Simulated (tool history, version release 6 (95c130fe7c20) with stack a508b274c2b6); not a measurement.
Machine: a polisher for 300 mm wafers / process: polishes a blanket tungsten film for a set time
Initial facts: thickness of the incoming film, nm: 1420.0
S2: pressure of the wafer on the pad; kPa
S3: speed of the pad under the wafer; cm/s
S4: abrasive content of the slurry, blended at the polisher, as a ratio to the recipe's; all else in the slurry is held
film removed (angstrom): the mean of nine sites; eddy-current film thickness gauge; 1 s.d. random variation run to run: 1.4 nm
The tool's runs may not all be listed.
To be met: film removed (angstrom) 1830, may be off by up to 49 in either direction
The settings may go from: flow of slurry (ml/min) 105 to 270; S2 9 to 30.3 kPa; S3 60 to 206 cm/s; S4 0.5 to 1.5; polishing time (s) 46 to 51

{"run": 1, "hour": 0.0, "flow of slurry (ml/min)": 175, "S2": 19.3, "S3": 132, "S4": 1, "polishing time (s)": 51, "film removed (angstrom)": 2477.2}
{"run": 2, "hour": 3.2, "flow of slurry (ml/min)": 175, "S2": 21.4, "S3": 132, "S4": 1, "polishing time (s)": 51, "film removed (angstrom)": 2734.3}
{"run": 3, "hour": 7.5, "flow of slurry (ml/min)": 170, "S2": 19.3, "S3": 132, "S4": 1, "polishing time (s)": 51, "film removed (angstrom)": 2466.8}
{"run": 4, "hour": 13.4, "flow of slurry (ml/min)": 165, "S2": 17.9, "S3": 132, "S4": 1, "polishing time (s)": 51, "film removed (angstrom)": 2276.4}
{"hour": 21.9, "done": "worn pad replaced by a new one"}
{"run": 5, "hour": 21.9, "flow of slurry (ml/min)": 165, "S2": 17.9, "S3": 132, "S4": 0.8, "polishing time (s)": 51, "film removed (angstrom)": 2430.8}
{"run": 6, "hour": 27.4, "flow of slurry (ml/min)": 165, "S2": 16.5, "S3": 132, "S4": 0.8, "polishing time (s)": 51, "film removed (angstrom)": 2228.6}
{"run": 7, "hour": 27.9, "flow of slurry (ml/min)": 165, "S2": 15.9, "S3": 132, "S4": 0.8, "polishing time (s)": 51, "film removed (angstrom)": 2143.5}
{"run": 8, "hour": 29.1, "flow of slurry (ml/min)": 165, "S2": 15.2, "S3": 132, "S4": 0.8, "polishing time (s)": 51, "film removed (angstrom)": 2084.5}
{"run": 9, "hour": 36.3, "flow of slurry (ml/min)": 165, "S2": 14.5, "S3": 132, "S4": 0.8, "polishing time (s)": 51, "film removed (angstrom)": 1975.8}
{"run": 10, "hour": 39.3, "flow of slurry (ml/min)": 165, "S2": 13.8, "S3": 132, "S4": 0.8, "polishing time (s)": 51, "film removed (angstrom)": 1904.7}

4 candidate next runs follow, results not yet known. Just one meets every target within its allowed miss. Identify it.
{"run": "A", "hour": 42.3, "flow of slurry (ml/min)": 195, "S2": 13.8, "S3": 150, "S4": 0.6, "polishing time (s)": 50, "film removed (angstrom)": "?"}
{"run": "B", "hour": 42.3, "flow of slurry (ml/min)": 155, "S2": 17.9, "S3": 110, "S4": 0.75, "polishing time (s)": 51, "film removed (angstrom)": "?"}
{"run": "C", "hour": 42.3, "flow of slurry (ml/min)": 150, "S2": 15.2, "S3": 140, "S4": 0.75, "polishing time (s)": 46, "film removed (angstrom)": "?"}
{"run": "D", "hour": 42.3, "flow of slurry (ml/min)": 105, "S2": 15.9, "S3": 128, "S4": 0.6, "polishing time (s)": 50, "film removed (angstrom)": "?"}

move=A film_removed_(angstrom)=2050.9
move=B film_removed_(angstrom)=2002.4
move=C film_removed_(angstrom)=1931.6
move=D film_removed_(angstrom)=1818.8
A: the biggest miss grows against the last run
B: the biggest miss grows against the last run
C: the biggest miss grows against the last run
D: each result inside its tolerance
The right move is D.

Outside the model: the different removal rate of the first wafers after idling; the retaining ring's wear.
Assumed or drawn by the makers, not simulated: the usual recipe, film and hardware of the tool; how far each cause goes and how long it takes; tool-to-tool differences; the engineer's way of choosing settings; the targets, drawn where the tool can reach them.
